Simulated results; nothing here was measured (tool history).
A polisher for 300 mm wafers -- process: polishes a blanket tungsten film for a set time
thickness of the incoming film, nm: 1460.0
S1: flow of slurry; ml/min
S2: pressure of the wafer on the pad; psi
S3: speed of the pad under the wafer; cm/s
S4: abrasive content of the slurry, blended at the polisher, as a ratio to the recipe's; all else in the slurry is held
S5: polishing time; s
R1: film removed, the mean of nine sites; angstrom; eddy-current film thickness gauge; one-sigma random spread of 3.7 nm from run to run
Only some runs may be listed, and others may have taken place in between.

{"run": 1, "hour": 0.0, "S1": 205, "S2": 2.5, "S3": 130, "S4": 1, "S5": 55, "R1": 2469.6}
{"run": 2, "hour": 8.7, "S1": 205, "S2": 2.5, "S3": 110, "S4": 1, "S5": 55, "R1": 2060.8}
{"run": 3, "hour": 12.9, "S1": 205, "S2": 2.7, "S3": 110, "S4": 1, "S5": 55, "R1": 2176.3}
{"run": 4, "hour": 17.4, "S1": 255, "S2": 2.7, "S3": 110, "S4": 1, "S5": 55, "R1": 2295.6}
{"run": 5, "hour": 19.3, "S1": 255, "S2": 3.2, "S3": 110, "S4": 1, "S5": 55, "R1": 2557.3}
{"run": 6, "hour": 20.7, "S1": 255, "S2": 3.2, "S3": 110, "S4": 0.85, "S5": 55, "R1": 2419}
{"run": 7, "hour": 23.9, "S1": 255, "S2": 3.3, "S3": 110, "S4": 0.85, "S5": 55, "R1": 2494.2}
{"run": 8, "hour": 24.8, "S1": 255, "S2": 3.3, "S3": 110, "S4": 0.85, "S5": 55, "R1": 2429}
{"run": 9, "hour": 30.1, "S1": 255, "S2": 3.4, "S3": 112, "S4": 0.85, "S5": 55, "R1": 2538}
{"run": 10, "hour": 32.2, "S1": 255, "S2": 3.5, "S3": 114, "S4": 0.85, "S5": 55, "R1": 2658.7}

Estimate the outcome of run 11 from the log above:
{"run": 11, "hour": 37.2, "S1": 255, "S2": 3.5, "S3": 114, "S4": 0.85, "S5": 55, "R1": "?"}

R1: 2686.2 angstrom
